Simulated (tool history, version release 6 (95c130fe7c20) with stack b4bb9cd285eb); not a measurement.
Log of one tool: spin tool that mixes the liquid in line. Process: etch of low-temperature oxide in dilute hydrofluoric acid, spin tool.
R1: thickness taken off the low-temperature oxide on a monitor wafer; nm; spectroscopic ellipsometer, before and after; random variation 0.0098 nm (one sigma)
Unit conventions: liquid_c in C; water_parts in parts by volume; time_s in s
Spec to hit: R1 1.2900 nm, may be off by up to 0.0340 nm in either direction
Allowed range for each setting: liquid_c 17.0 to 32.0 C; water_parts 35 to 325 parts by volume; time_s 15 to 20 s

run 1 hour=0.0 | liquid_c=24.0 water_parts=180 time_s=20 | R1=1.0627
run 2 hour=8.3 | liquid_c=22.0 water_parts=180 time_s=20 | R1=1.0144
run 3 hour=11.6 | liquid_c=22.0 water_parts=130 time_s=20 | R1=1.4462
run 4 hour=17.9 | liquid_c=21.5 water_parts=130 time_s=20 | R1=1.4400
run 5 hour=20.1 | liquid_c=21.0 water_parts=130 time_s=20 | R1=1.3878
run 6 hour=27.8 | liquid_c=21.0 water_parts=75 time_s=20 | R1=2.5730
run 7 hour=36.7 | liquid_c=20.5 water_parts=85 time_s=20 | R1=2.2139
run 8 hour=43.2 | liquid_c=20.0 water_parts=90 time_s=20 | R1=2.0257
run 9 hour=44.9 | liquid_c=17.0 water_parts=145 time_s=20 | R1=1.0605
run 10 hour=53.4 | liquid_c=20.5 water_parts=145 time_s=20 | R1=1.2134
run 11 hour=54.6 | liquid_c=21.0 water_parts=145 time_s=20 | R1=1.2476

Which single option among these 5 for the next run brings every result within its allowed miss of target? Just one does.
run A hour=55.8 | liquid_c=21.5 water_parts=120 time_s=15 | R1=?
run B hour=55.8 | liquid_c=26.0 water_parts=165 time_s=20 | R1=?
run C hour=55.8 | liquid_c=21.0 water_parts=150 time_s=20 | R1=?
run D hour=55.8 | liquid_c=18.0 water_parts=135 time_s=20 | R1=?
run E hour=55.8 | liquid_c=22.0 water_parts=125 time_s=15 | R1=?

move=A R1=1.1676
move=B R1=1.2788
move=C R1=1.1816
move=D R1=1.1821
move=E R1=1.1371
A: further off than the last run
B: each result inside its tolerance
C: further off than the last run
D: further off than the last run
E: further off than the last run
So the answer is move B, the one that meets all the targets.
